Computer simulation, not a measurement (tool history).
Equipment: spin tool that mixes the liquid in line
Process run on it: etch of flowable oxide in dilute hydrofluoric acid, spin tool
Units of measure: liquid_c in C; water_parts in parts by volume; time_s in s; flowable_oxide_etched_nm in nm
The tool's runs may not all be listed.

{"run": 1, "hour": 0.0, "liquid_c": 22, "water_parts": 95, "time_s": 70, "flowable_oxide_etched_nm": 30.416}
{"run": 2, "hour": 5.3, "liquid_c": 21, "water_parts": 95, "time_s": 70, "flowable_oxide_etched_nm": 28.838}
{"run": 3, "hour": 10.8, "liquid_c": 22, "water_parts": 95, "time_s": 70, "flowable_oxide_etched_nm": 30.237}
{"run": 4, "hour": 12.3, "liquid_c": 22, "water_parts": 95, "time_s": 70, "flowable_oxide_etched_nm": 30.432}
{"run": 5, "hour": 14.0, "liquid_c": 22, "water_parts": 95, "time_s": 70, "flowable_oxide_etched_nm": 30.787}
{"run": 6, "hour": 14.8, "liquid_c": 22, "water_parts": 115, "time_s": 70, "flowable_oxide_etched_nm": 24.924}

Run 7 is up next; what results do you expect?
{"run": 7, "hour": 19.8, "liquid_c": 23.5, "water_parts": 115, "time_s": 70, "flowable_oxide_etched_nm": "?"}

For run 7 the tool returned flowable_oxide_etched_nm 26.207 nm.
